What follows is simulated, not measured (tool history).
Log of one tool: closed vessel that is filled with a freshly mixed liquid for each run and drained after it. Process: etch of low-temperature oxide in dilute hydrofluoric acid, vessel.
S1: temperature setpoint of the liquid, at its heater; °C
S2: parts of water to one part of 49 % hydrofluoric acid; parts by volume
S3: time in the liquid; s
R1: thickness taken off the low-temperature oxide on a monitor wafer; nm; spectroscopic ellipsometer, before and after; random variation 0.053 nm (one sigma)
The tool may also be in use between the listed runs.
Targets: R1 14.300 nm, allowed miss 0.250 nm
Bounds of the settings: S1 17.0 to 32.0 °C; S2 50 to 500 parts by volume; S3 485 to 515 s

run,hour,S1,S2,S3,R1
1,0.0,24.0,275,485,25.055
2,7.1,24.0,335,485,19.473
3,15.9,24.0,395,485,15.623
4,22.7,24.0,395,485,15.654
5,28.6,24.0,395,515,16.603
6,31.5,24.0,485,515,12.436
7,33.2,25.0,485,515,12.787
8,39.6,26.0,485,515,13.297
9,43.0,26.5,485,515,13.398
10,45.8,27.0,485,515,13.655
11,48.7,27.5,485,515,13.942

Which of these 5 next moves meets every target?
A,51.6,27.0,485,505,?
B,51.6,26.0,445,490,?
C,51.6,26.0,480,500,?
D,51.6,26.5,470,490,?
E,51.6,27.5,500,515,?

move,R1
A,13.509
B,14.358
C,13.168
D,13.501
E,13.386
A: further off than the last run
B: meets every target
C: further off than the last run
D: further off than the last run
E: further off than the last run
Move B is the one to make.

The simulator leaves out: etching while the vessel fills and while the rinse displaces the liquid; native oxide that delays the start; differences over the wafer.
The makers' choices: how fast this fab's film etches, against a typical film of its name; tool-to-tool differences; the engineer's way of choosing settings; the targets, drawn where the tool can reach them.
